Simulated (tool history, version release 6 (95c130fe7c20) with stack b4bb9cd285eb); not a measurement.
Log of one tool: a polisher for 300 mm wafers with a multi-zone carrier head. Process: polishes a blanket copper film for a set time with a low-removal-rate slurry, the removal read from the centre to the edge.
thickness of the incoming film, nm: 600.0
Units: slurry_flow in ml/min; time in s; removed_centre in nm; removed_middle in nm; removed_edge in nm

Run 1, hour 0: slurry_flow 285 ml/min, centre_zone 1, middle_zone 1, edge_zone 1, slurry_solids 1, time 71 s. Result: removed_centre 237.31 nm, removed_middle 238.58 nm, removed_edge 239.6 nm.
Run 2, hour 7.2: slurry_flow 280 ml/min, centre_zone 0.97, middle_zone 1, edge_zone 0.97, slurry_solids 0.9, time 64 s. Result: removed_centre 204.71 nm, removed_middle 211.71 nm, removed_edge 209.74 nm.
Run 3, hour 16.1: slurry_flow 275 ml/min, centre_zone 0.94, middle_zone 1.01, edge_zone 0.94, slurry_solids 0.8, time 58 s. Result: removed_centre 176.13 nm, removed_middle 185.79 nm, removed_edge 177.98 nm.
Run 4, hour 23.2: slurry_flow 275 ml/min, centre_zone 0.94, middle_zone 1.01, edge_zone 1.01, slurry_solids 0.8, time 58 s. Result: removed_centre 178.3 nm, removed_middle 188.6 nm, removed_edge 191.85 nm.
Run 5, hour 24.1: slurry_flow 275 ml/min, centre_zone 0.94, middle_zone 1.06, edge_zone 1.01, slurry_solids 0.8, time 58 s. Result: removed_centre 175.63 nm, removed_middle 195.09 nm, removed_edge 194.42 nm.
Run 6, hour 29.8: slurry_flow 270 ml/min, centre_zone 0.91, middle_zone 1.05, edge_zone 0.98, slurry_solids 0.75, time 55 s. Result: removed_centre 158.14 nm, removed_middle 179.82 nm, removed_edge 179.51 nm.
Run 7, hour 36.7: slurry_flow 270 ml/min, centre_zone 0.89, middle_zone 1.05, edge_zone 0.94, slurry_solids 0.7, time 53 s. Result: removed_centre 149.49 nm, removed_middle 176.34 nm, removed_edge 164.82 nm.
Run 8, hour 44.7: slurry_flow 260 ml/min, centre_zone 0.87, middle_zone 1.03, edge_zone 0.92, slurry_solids 0.65, time 51 s. Result: removed_centre 138.64 nm, removed_middle 156.65 nm, removed_edge 155.43 nm.
Run 9, hour 47.9: slurry_flow 265 ml/min, centre_zone 0.86, middle_zone 1.04, edge_zone 0.89, slurry_solids 0.6, time 50 s. Result: removed_centre 132.66 nm, removed_middle 155.45 nm, removed_edge 145.47 nm.
Run 10, hour 54.8: slurry_flow 260 ml/min, centre_zone 0.85, middle_zone 1.03, edge_zone 0.87, slurry_solids 0.6, time 50 s. Result: removed_centre 130.32 nm, removed_middle 155.17 nm, removed_edge 148.49 nm.

Run 11 comes next. What will it give?
Run 11, hour 63.4: slurry_flow 260 ml/min, centre_zone 0.85, middle_zone 1.03, edge_zone 0.87, slurry_solids 0.6, time 50 s. Result: removed_centre ?, removed_middle ?, removed_edge ?.

Run 11 gave removed_centre 130.26 nm, removed_middle 154.69 nm, removed_edge 142.81 nm.
